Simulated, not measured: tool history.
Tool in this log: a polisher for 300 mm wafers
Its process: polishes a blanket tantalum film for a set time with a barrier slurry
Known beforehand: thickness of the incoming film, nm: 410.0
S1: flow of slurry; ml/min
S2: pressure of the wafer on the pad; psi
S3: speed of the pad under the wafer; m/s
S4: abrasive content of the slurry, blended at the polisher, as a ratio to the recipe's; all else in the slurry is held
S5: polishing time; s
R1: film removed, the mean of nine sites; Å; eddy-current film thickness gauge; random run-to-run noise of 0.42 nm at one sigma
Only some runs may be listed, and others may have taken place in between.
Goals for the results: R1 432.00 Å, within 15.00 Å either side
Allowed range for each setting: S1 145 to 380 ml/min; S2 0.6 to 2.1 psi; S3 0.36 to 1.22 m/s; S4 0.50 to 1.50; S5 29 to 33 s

| run | day | S1 | S2 | S3 | S4 | S5 | R1 |
|---|---|---|---|---|---|---|---|
| 1 | 0.000 | 245 | 1.3 | 0.78 | 1.00 | 33 | 306.21 |
| 2 | 0.054 | 245 | 1.3 | 0.78 | 1.00 | 33 | 306.89 |
| 3 | 0.338 | 245 | 1.3 | 0.62 | 1.00 | 33 | 246.47 |
| 4 | 0.600 | 245 | 1.1 | 0.62 | 1.00 | 33 | 211.70 |
| 5 | 0.925 | 245 | 1.3 | 0.62 | 1.00 | 33 | 249.91 |
| 6 | 1.162 | 245 | 1.4 | 0.62 | 1.00 | 33 | 266.32 |
| 7 | 1.375 | 245 | 1.5 | 0.62 | 1.00 | 33 | 285.27 |
| 8 | 1.667 | 245 | 1.6 | 0.62 | 1.00 | 33 | 301.05 |
| 9 | 2.038 | 245 | 1.7 | 0.62 | 1.00 | 33 | 323.39 |
| 10 | 2.062 | 245 | 1.8 | 0.62 | 1.00 | 33 | 341.00 |

Which one of the following 5 next-run settings gets every result inside its allowed miss? There is exactly one.
| A | 2.088 | 275 | 1.9 | 0.56 | 1.00 | 30 | ? |
| B | 2.088 | 250 | 1.6 | 0.72 | 1.15 | 33 | ? |
| C | 2.088 | 225 | 1.6 | 0.58 | 1.00 | 29 | ? |
| D | 2.088 | 225 | 1.9 | 0.52 | 1.00 | 29 | ? |
| E | 2.088 | 245 | 2.0 | 0.78 | 1.05 | 30 | ? |

| move | R1 |
|---|---|
| A | 295.91 |
| B | 363.31 |
| C | 244.24 |
| D | 260.21 |
| E | 430.09 |
A: its largest miss is bigger than the last run's
B: gains on the last run, yet a result remains outside its allowed miss
C: its largest miss is bigger than the last run's
D: its largest miss is bigger than the last run's
E: in spec on every target
The right move is E.
